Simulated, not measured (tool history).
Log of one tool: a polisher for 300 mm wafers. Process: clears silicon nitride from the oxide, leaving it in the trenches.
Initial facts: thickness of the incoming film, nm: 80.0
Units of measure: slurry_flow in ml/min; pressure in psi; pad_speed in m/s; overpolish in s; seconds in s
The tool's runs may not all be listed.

run	hour	slurry_flow	pressure	pad_speed	overpolish	seconds
1	0	305	2.4	0.92	4	106.36
2	4.2	305	2.4	0.92	4	106.76
3	7.8	305	2.7	0.92	4	96.009
4	11.3	305	2.6	0.92	4	98.855
5	14.7	370	2.6	0.92	4	97.653
6	22.6	370	2.6	1.02	4	89.672
7	24.2	370	2.5	1.02	4	92.041
8	28.1	370	2.4	1.02	4	97.872

Predict the results of run 9:
9	29.6	370	2.2	1.02	4	?

Run 9 yielded seconds 101 s.
